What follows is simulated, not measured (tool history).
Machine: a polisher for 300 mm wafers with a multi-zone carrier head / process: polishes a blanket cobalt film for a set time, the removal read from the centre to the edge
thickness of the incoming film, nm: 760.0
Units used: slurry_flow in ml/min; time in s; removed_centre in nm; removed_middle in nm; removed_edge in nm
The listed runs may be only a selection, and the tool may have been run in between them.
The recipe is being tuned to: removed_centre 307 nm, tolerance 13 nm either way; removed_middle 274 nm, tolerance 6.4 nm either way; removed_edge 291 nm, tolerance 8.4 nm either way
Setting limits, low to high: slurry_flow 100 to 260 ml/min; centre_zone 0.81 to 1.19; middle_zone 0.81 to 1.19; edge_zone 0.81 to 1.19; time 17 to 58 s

run,hour,slurry_flow,centre_zone,middle_zone,edge_zone,time,removed_centre,removed_middle,removed_edge
1,0,165,1,1,1,37,205.15,205.91,212.02
2,4.1,170,1.01,1,1.02,38,213.07,210.66,219.91
3,12.6,175,1.02,1.01,1.03,39,226.29,218.61,226.36
4,20.4,180,1.02,1.01,1.04,40,226.81,226.31,233.29
5,25.1,180,1.02,1.01,1.04,46,266.04,258.92,262.8
6,26.7,180,0.98,1.01,1.04,46,248.73,260.74,265.26
7,34.5,185,0.99,1.01,1.05,46,256.82,259.32,269.84
8,40.7,190,1,1.01,1.06,46,262.36,258.68,270.65
9,43.7,195,1.01,1.01,1.06,46,265.94,260.43,267.38
10,48.2,195,1.02,1.01,1.07,46,270.24,261.73,273.74
11,52.1,200,1.03,1.01,1.07,46,274.75,264.01,272.2
12,60.1,205,1.03,1.01,1.08,46,273.13,262.36,272.91
13,65.4,205,1.04,1.01,1.09,46,270.52,263.48,277.99
14,71.4,210,1.05,1.01,1.09,46,278.52,264.85,280.62
15,79.8,215,1.06,1.01,1.09,46,285.78,263.48,274.34
16,86.9,215,1.06,1.01,1.1,46,279.05,265.73,279.1
17,89,215,1.07,1.01,1.1,46,281.12,263.29,278.05
18,93.7,220,1.08,1.01,1.1,46,290.49,266.36,279.6
19,98.9,230,1.1,1.01,1.12,46,300.93,264.89,286.08

4 next moves are on the table. One of them brings every result within its allowed miss. Which?
A,104.1,205,1.09,1.05,1.17,49,?,?,?
B,104.1,220,1.04,0.93,1.16,51,?,?,?
C,104.1,150,1.12,1.01,1.1,50,?,?,?
D,104.1,235,1.12,0.99,1.14,51,?,?,?

move,removed_centre,removed_middle,removed_edge
A,313.6,286.72,306.34
B,314.09,271.83,320.13
C,312.92,270.93,294.45
D,341.5,288.57,319.12
A: moves the result that the last run missed by most past its target, out the other side
B: the furthest-off result lands on target, but another misses its tolerance
C: in spec on every target
D: moves the result that the last run missed by most past its target, out the other side
The right move is C.
